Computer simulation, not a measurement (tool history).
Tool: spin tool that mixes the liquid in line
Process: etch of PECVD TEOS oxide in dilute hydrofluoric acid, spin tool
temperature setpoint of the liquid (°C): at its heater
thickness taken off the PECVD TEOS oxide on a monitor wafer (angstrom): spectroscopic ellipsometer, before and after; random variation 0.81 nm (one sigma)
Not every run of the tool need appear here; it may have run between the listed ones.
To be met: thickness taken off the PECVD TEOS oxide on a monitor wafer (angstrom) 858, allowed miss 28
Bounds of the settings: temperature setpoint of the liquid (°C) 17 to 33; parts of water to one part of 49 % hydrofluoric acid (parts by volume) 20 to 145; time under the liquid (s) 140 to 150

run,hour,temperature setpoint of the liquid (°C),parts of water to one part of 49 % hydrofluoric acid (parts by volume),time under the liquid (s),thickness taken off the PECVD TEOS oxide on a monitor wafer (angstrom)
1,0,25,80,140,404.72
2,7.8,25,100,140,319.44
3,14.6,27.5,80,140,455.23
4,18.9,29,70,140,549.12
5,19.7,30.5,70,140,589.44
6,25,30.5,90,140,447.12
7,33.8,31,75,140,559.79
8,36.6,31.5,65,140,666.88
9,41.2,33,50,140,939.45
10,45.5,32.5,50,140,920.44

Consider the 4 candidate settings below. Which is the only one whose results all fall within their allowed miss of target?
A,49.8,32,55,140,?
B,49.8,31,45,145,?
C,49.8,33,50,140,?
D,49.8,31,50,140,?

move,thickness taken off the PECVD TEOS oxide on a monitor wafer (angstrom)
A,803.15
B,993.74
C,925.52
D,856.73
A: pushes the last run's worst result past its target
B: lands further from the targets than the last run did
C: lands further from the targets than the last run did
D: all results in spec
The move that meets every target is D.
